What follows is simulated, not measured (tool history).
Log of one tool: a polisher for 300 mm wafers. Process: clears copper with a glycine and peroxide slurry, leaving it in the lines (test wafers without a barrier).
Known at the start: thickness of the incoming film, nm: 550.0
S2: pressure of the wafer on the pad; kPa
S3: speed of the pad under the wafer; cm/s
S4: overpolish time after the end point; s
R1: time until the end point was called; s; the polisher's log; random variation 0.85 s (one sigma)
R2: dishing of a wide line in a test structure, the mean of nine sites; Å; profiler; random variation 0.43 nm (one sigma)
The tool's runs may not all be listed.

{"run": 1, "day": 0.0, "flow of slurry (ml/min)": 185, "S2": 20.0, "S3": 116, "S4": 15, "R1": 83.748, "R2": 468.17}
{"run": 2, "day": 0.292, "flow of slurry (ml/min)": 180, "S2": 17.9, "S3": 130, "S4": 12, "R1": 85.407, "R2": 395.19}
{"run": 3, "day": 0.642, "flow of slurry (ml/min)": 180, "S2": 17.9, "S3": 130, "S4": 6, "R1": 85.952, "R2": 235.81}
{"run": 4, "day": 0.883, "flow of slurry (ml/min)": 205, "S2": 19.3, "S3": 126, "S4": 6, "R1": 80.399, "R2": 248.09}
{"day": 0.938, "done": "worn pad replaced by a new one"}
{"run": 5, "day": 0.938, "flow of slurry (ml/min)": 225, "S2": 20.0, "S3": 122, "S4": 6, "R1": 75.094, "R2": 261.64}
{"run": 6, "day": 1.125, "flow of slurry (ml/min)": 225, "S2": 20.0, "S3": 122, "S4": 12, "R1": 76.476, "R2": 449.32}
{"run": 7, "day": 1.233, "flow of slurry (ml/min)": 215, "S2": 21.4, "S3": 120, "S4": 10, "R1": 73.165, "R2": 406.6}
{"run": 8, "day": 1.492, "flow of slurry (ml/min)": 200, "S2": 20.0, "S3": 134, "S4": 9, "R1": 71.482, "R2": 375.96}

The next listed run, before its measurement:
{"run": 9, "day": 1.621, "flow of slurry (ml/min)": 200, "S2": 20.7, "S3": 126, "S4": 8, "R1": "?", "R2": "?"}

{"run 9": {"R1": 73.825, "R2": 340.9}}

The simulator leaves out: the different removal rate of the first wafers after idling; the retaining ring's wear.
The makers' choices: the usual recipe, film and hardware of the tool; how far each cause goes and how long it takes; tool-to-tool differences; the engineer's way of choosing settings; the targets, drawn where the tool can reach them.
